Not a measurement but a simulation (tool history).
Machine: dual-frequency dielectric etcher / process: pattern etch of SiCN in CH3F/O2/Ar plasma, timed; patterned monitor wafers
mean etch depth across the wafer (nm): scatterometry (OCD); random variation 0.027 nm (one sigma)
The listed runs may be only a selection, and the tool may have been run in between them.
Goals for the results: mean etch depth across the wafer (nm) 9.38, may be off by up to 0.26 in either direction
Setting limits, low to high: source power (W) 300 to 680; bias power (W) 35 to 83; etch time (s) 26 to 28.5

| run | day | source power (W) | bias power (W) | etch time (s) | mean etch depth across the wafer (nm) |
|---|---|---|---|---|---|
| 1 | 0 | 490 | 59 | 28.5 | 10.473 |
| 2 | 0.125 | 490 | 59 | 28.5 | 10.432 |
| 3 | 0.308 | 470 | 58 | 28.5 | 10.234 |
| 4 | 0.45 | 450 | 57 | 28.5 | 10.058 |
| 5 | 0.796 | 530 | 57 | 28.5 | 10.697 |
| 6 | 0.9 | 530 | 63 | 28.5 | 10.948 |
| 7 | 1.05 | 500 | 61 | 28.5 | 10.599 |
| 8 | 1.171 | 480 | 59 | 28.5 | 10.42 |
| 9 | 1.471 | 480 | 59 | 28.5 | 10.362 |
| 10 | 1.696 | 460 | 58 | 28.5 | 10.134 |
| 11 | 2.021 | 440 | 57 | 28.5 | 9.937 |
| 12 | 2.212 | 430 | 56 | 28.5 | 9.7562 |
| 13 | 2.288 | 420 | 56 | 28.5 | 9.6698 |

Of the 4 settings listed for the next run, only one would bring every result within its allowed miss of target. Which one?
| A | 2.362 | 470 | 58 | 26 | ? |
| B | 2.362 | 480 | 63 | 27 | ? |
| C | 2.362 | 450 | 55 | 28.5 | ? |
| D | 2.362 | 490 | 58 | 27.5 | ? |

| move | mean etch depth across the wafer (nm) |
|---|---|
| A | 9.3388 |
| B | 9.9687 |
| C | 9.936 |
| D | 10.05 |
A: every result within its allowed miss
B: the biggest miss grows against the last run
C: the biggest miss grows against the last run
D: the biggest miss grows against the last run
Answer: A
